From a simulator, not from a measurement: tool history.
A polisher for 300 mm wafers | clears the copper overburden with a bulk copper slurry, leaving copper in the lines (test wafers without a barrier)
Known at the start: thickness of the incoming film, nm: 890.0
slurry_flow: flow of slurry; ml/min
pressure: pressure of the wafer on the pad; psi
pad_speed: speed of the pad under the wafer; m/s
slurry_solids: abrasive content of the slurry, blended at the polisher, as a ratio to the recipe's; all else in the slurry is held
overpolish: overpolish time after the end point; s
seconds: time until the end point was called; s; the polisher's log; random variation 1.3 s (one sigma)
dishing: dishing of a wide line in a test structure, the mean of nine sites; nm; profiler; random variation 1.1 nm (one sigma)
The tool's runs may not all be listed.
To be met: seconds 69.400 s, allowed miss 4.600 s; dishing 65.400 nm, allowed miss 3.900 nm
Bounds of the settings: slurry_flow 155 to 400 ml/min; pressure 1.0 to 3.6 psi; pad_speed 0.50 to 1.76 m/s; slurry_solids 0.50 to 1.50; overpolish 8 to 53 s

Run 1, day 0.000: slurry_flow 255 ml/min, pressure 2.3 psi, pad_speed 1.12 m/s, slurry_solids 1.00, overpolish 27 s. Result: seconds 119.580 s, dishing 57.824 nm.
Run 2, day 0.062: slurry_flow 255 ml/min, pressure 2.6 psi, pad_speed 1.14 m/s, slurry_solids 1.00, overpolish 25 s. Result: seconds 106.510 s, dishing 59.235 nm.
Run 3, day 0.300: slurry_flow 230 ml/min, pressure 2.6 psi, pad_speed 1.14 m/s, slurry_solids 1.00, overpolish 25 s. Result: seconds 110.370 s, dishing 60.409 nm.
Run 4, day 0.625: slurry_flow 245 ml/min, pressure 2.8 psi, pad_speed 1.16 m/s, slurry_solids 1.00, overpolish 23 s. Result: seconds 101.090 s, dishing 59.497 nm.
Run 5, day 0.800: slurry_flow 250 ml/min, pressure 3.0 psi, pad_speed 1.20 m/s, slurry_solids 1.00, overpolish 23 s. Result: seconds 95.920 s, dishing 61.626 nm.
Run 6, day 1.146: slurry_flow 255 ml/min, pressure 3.1 psi, pad_speed 1.28 m/s, slurry_solids 1.00, overpolish 22 s. Result: seconds 82.198 s, dishing 60.807 nm.
Run 7, day 1.358: slurry_flow 255 ml/min, pressure 3.2 psi, pad_speed 1.28 m/s, slurry_solids 1.00, overpolish 23 s. Result: seconds 80.453 s, dishing 63.557 nm.
Run 8, day 1.404: slurry_flow 255 ml/min, pressure 3.3 psi, pad_speed 1.30 m/s, slurry_solids 1.00, overpolish 22 s. Result: seconds 80.780 s, dishing 64.877 nm.
Run 9, day 1.688: slurry_flow 260 ml/min, pressure 3.4 psi, pad_speed 1.32 m/s, slurry_solids 1.00, overpolish 21 s. Result: seconds 79.563 s, dishing 64.757 nm.
Run 10, day 1.788: slurry_flow 260 ml/min, pressure 3.4 psi, pad_speed 1.36 m/s, slurry_solids 1.00, overpolish 20 s. Result: seconds 75.833 s, dishing 61.868 nm.

Which of these 4 next moves meets every target?
Run A, day 1.888: slurry_flow 300 ml/min, pressure 3.6 psi, pad_speed 1.18 m/s, slurry_solids 0.95, overpolish 29 s. Result: seconds ?, dishing ?.
Run B, day 1.888: slurry_flow 280 ml/min, pressure 3.5 psi, pad_speed 1.26 m/s, slurry_solids 0.65, overpolish 18 s. Result: seconds ?, dishing ?.
Run C, day 1.888: slurry_flow 270 ml/min, pressure 3.2 psi, pad_speed 1.20 m/s, slurry_solids 0.95, overpolish 22 s. Result: seconds ?, dishing ?.
Run D, day 1.888: slurry_flow 240 ml/min, pressure 3.3 psi, pad_speed 1.54 m/s, slurry_solids 0.95, overpolish 21 s. Result: seconds ?, dishing ?.

move  seconds  dishing
   A   78.764   65.115
   B   84.295   59.828
   C   86.732   61.550
   D   68.437   63.469
A: further off than the last run
B: further off than the last run
C: further off than the last run
D: meets every target
Answer: D

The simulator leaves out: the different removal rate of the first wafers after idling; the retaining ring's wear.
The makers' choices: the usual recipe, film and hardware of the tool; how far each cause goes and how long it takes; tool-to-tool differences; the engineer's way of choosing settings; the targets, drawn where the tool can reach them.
